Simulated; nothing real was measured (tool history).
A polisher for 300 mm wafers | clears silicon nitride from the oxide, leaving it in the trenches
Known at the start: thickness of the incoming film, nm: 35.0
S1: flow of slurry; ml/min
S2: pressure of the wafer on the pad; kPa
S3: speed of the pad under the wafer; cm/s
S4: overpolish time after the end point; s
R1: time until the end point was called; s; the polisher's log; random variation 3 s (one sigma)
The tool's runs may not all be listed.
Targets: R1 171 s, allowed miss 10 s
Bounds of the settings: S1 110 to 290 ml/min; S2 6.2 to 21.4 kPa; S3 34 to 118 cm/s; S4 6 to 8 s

run 1 hour=0 | S1=185 S2=13.8 S3=76 S4=8 | R1=79.147
run 2 hour=3.5 | S1=185 S2=13.8 S3=76 S4=8 | R1=81.884
run 3 hour=5.5 | S1=160 S2=13.8 S3=76 S4=8 | R1=79.942
run 4 hour=8.1 | S1=160 S2=13.8 S3=92 S4=8 | R1=64.761
run 5 hour=9.7 | S1=115 S2=13.8 S3=92 S4=8 | R1=71.161
run 6 hour=16.1 | S1=115 S2=13.1 S3=90 S4=8 | R1=74.036
run 7 hour=19.7 | S1=110 S2=9 S3=70 S4=8 | R1=140.95
run 8 hour=27.4 | S1=110 S2=9 S3=70 S4=8 | R1=140.75

Which of these 5 next moves meets every target?
run A hour=35.1 | S1=110 S2=8.3 S3=68 S4=6 | R1=?
run B hour=35.1 | S1=135 S2=9.7 S3=78 S4=8 | R1=?
run C hour=35.1 | S1=110 S2=7.6 S3=68 S4=6 | R1=?
run D hour=35.1 | S1=135 S2=9.7 S3=74 S4=6 | R1=?
run E hour=35.1 | S1=110 S2=9.7 S3=74 S4=8 | R1=?

move=A R1=150.11
move=B R1=110.87
move=C R1=163.03
move=D R1=116.68
move=E R1=119.39
A: nearer than the last run, and not there yet
B: further off than the last run
C: meets every target
D: further off than the last run
E: further off than the last run
Move C is the one to make.
